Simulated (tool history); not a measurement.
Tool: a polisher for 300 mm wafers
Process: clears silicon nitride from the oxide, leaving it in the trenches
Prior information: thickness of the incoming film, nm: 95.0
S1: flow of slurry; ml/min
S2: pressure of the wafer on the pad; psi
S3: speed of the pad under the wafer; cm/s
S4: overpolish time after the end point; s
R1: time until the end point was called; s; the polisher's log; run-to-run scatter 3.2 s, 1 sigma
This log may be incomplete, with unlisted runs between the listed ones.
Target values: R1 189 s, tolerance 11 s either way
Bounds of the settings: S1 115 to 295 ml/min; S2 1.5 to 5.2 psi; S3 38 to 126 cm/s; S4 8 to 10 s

run,day,S1,S2,S3,S4,R1
1,0,190,3.3,82,10,133.58
2,0.088,190,3.3,62,10,171.99
3,0.233,190,3.2,62,10,174.95
4,0.258,190,4,62,10,136.94
5,0.521,190,3.8,62,10,148.18
6,0.696,145,3.8,62,10,154.95
# day 1.071: slurry nozzle cleaned
7,1.071,145,3.7,62,10,152.77
8,1.242,145,3.6,62,10,158.41

4 candidate next runs follow, results not yet known. Just one meets every target within its allowed miss. Identify it.
A,1.412,155,3.1,58,10,?
B,1.412,180,3.7,56,8,?
C,1.412,145,2.8,58,10,?
D,1.412,140,3.6,62,9,?

move,R1
A,188.59
B,159.47
C,210.87
D,157.14
A: all results land within tolerance of their targets
B: about the same distance from the targets as the last run
C: takes the biggest miss from the last run beyond its target
D: about the same distance from the targets as the last run
A meets every target.
